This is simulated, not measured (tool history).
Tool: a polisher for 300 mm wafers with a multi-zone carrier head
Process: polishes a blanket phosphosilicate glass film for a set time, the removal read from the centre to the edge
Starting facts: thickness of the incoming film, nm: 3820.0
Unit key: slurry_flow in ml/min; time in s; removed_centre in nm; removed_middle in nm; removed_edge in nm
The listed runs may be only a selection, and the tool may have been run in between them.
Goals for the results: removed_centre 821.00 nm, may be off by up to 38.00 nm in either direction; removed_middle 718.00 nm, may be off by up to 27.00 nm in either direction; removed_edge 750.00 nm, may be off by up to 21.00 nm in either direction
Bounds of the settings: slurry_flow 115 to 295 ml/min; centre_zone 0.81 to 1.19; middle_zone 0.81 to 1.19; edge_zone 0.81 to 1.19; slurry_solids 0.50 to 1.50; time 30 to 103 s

run	hour	slurry_flow	centre_zone	middle_zone	edge_zone	slurry_solids	time	removed_centre	removed_middle	removed_edge
1	0.0	190	1.00	1.00	1.00	1.00	66	484.33	496.98	485.05
2	6.3	190	1.00	1.00	1.05	1.00	66	473.01	501.46	502.31
3	13.5	200	1.04	1.00	1.07	1.10	67	531.33	527.76	538.31
4	18.4	200	1.04	1.00	1.07	1.10	76	618.27	601.48	608.79
5	26.1	200	0.96	1.00	1.07	1.10	76	567.96	592.18	611.27
6	27.0	210	1.00	1.00	1.09	1.20	76	611.07	621.44	650.70
7	33.7	215	1.04	1.01	1.10	1.25	76	640.90	649.11	668.45
# hour 40.7: slurry nozzle cleaned
8	40.7	220	1.07	1.00	1.10	1.30	76	770.50	735.68	722.33
9	46.2	225	1.07	0.99	1.11	1.30	76	754.04	726.67	718.74

Which of these 5 next moves meets every target?
A	51.7	265	1.04	1.04	1.19	1.50	67	?	?	?
B	51.7	210	0.95	0.93	1.19	1.30	80	?	?	?
C	51.7	235	1.12	0.95	1.14	1.40	75	?	?	?
D	51.7	260	1.10	1.05	1.07	1.40	71	?	?	?
E	51.7	165	1.03	1.03	1.09	1.50	76	?	?	?

move	removed_centre	removed_middle	removed_edge
A	694.70	706.08	716.24
B	695.52	709.13	795.91
C	804.43	705.19	758.01
D	758.77	734.71	700.54
E	720.44	739.63	736.49
A: lands further from the targets than the last run did
B: lands further from the targets than the last run did
C: meets every target
D: lands further from the targets than the last run did
E: lands further from the targets than the last run did
So the answer is move C, the one that meets all the targets.

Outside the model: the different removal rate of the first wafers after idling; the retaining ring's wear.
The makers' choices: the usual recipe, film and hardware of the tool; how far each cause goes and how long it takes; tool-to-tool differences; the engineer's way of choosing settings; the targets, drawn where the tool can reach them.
